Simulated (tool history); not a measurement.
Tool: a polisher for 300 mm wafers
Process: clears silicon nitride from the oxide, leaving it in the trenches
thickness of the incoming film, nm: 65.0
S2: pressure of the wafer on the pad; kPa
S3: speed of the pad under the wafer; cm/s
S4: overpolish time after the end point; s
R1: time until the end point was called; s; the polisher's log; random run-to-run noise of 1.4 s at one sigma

{"run": 1, "hour": 0.0, "flow of slurry (ml/min)": 275, "S2": 15.9, "S3": 82, "S4": 51, "R1": 140.49}
{"run": 2, "hour": 7.3, "flow of slurry (ml/min)": 230, "S2": 15.9, "S3": 82, "S4": 51, "R1": 142.27}
{"run": 3, "hour": 9.4, "flow of slurry (ml/min)": 230, "S2": 15.9, "S3": 102, "S4": 51, "R1": 115.66}
{"run": 4, "hour": 10.6, "flow of slurry (ml/min)": 230, "S2": 15.9, "S3": 94, "S4": 51, "R1": 125.04}
{"hour": 17.1, "done": "worn pad replaced by a new one"}
{"run": 5, "hour": 17.1, "flow of slurry (ml/min)": 230, "S2": 13.8, "S3": 94, "S4": 51, "R1": 121.42}
{"run": 6, "hour": 20.7, "flow of slurry (ml/min)": 230, "S2": 13.8, "S3": 98, "S4": 51, "R1": 117.55}
{"run": 7, "hour": 22.3, "flow of slurry (ml/min)": 230, "S2": 13.8, "S3": 98, "S4": 51, "R1": 117.69}
{"run": 8, "hour": 27.1, "flow of slurry (ml/min)": 230, "S2": 13.8, "S3": 102, "S4": 51, "R1": 113.37}
{"run": 9, "hour": 32.1, "flow of slurry (ml/min)": 230, "S2": 13.8, "S3": 102, "S4": 51, "R1": 114.44}

The next listed run, before its measurement:
{"run": 10, "hour": 39.5, "flow of slurry (ml/min)": 235, "S2": 14.5, "S3": 106, "S4": 51, "R1": "?"}

Run 10 measured R1 105.08 s.
